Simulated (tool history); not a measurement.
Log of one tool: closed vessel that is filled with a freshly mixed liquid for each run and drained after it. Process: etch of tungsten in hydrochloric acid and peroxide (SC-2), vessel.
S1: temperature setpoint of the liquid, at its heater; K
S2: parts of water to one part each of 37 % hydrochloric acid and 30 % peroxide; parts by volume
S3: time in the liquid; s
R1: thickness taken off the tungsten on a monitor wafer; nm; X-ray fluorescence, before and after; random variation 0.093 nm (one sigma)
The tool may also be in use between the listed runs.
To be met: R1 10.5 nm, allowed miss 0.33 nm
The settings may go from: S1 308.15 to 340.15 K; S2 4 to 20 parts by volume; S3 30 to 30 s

{"run": 1, "hour": 0.0, "S1": 324.15, "S2": 11, "S3": 30, "R1": 8.7592}
{"run": 2, "hour": 9.1, "S1": 324.15, "S2": 14, "S3": 30, "R1": 7.155}
{"run": 3, "hour": 15.4, "S1": 329.15, "S2": 14, "S3": 30, "R1": 9.8571}
{"run": 4, "hour": 22.8, "S1": 329.65, "S2": 14, "S3": 30, "R1": 10.122}
{"run": 5, "hour": 24.8, "S1": 329.65, "S2": 17.5, "S3": 30, "R1": 8.2964}
{"run": 6, "hour": 33.9, "S1": 325.65, "S2": 17.5, "S3": 30, "R1": 6.486}
{"run": 7, "hour": 38.8, "S1": 325.65, "S2": 17.5, "S3": 30, "R1": 6.4336}
{"run": 8, "hour": 41.0, "S1": 326.65, "S2": 17.5, "S3": 30, "R1": 6.8498}
{"run": 9, "hour": 47.5, "S1": 327.65, "S2": 17.5, "S3": 30, "R1": 7.3635}
{"run": 10, "hour": 53.8, "S1": 328.15, "S2": 17.5, "S3": 30, "R1": 7.5497}
{"run": 11, "hour": 60.4, "S1": 334.15, "S2": 17.5, "S3": 30, "R1": 11.049}

Which of these 5 next moves meets every target?
{"run": "A", "hour": 67.0, "S1": 333.15, "S2": 19, "S3": 30, "R1": "?"}
{"run": "B", "hour": 67.0, "S1": 335.65, "S2": 19, "S3": 30, "R1": "?"}
{"run": "C", "hour": 67.0, "S1": 332.65, "S2": 15.5, "S3": 30, "R1": "?"}
{"run": "D", "hour": 67.0, "S1": 333.15, "S2": 18.5, "S3": 30, "R1": "?"}
{"run": "E", "hour": 67.0, "S1": 332.65, "S2": 16.5, "S3": 30, "R1": "?"}

move=A R1=9.7208
move=B R1=11.358
move=C R1=11.304
move=D R1=9.9579
move=E R1=10.693
A: takes the result that was furthest off past its target
B: further off than the last run
C: further off than the last run
D: takes the result that was furthest off past its target
E: meets every target
The right move is E.
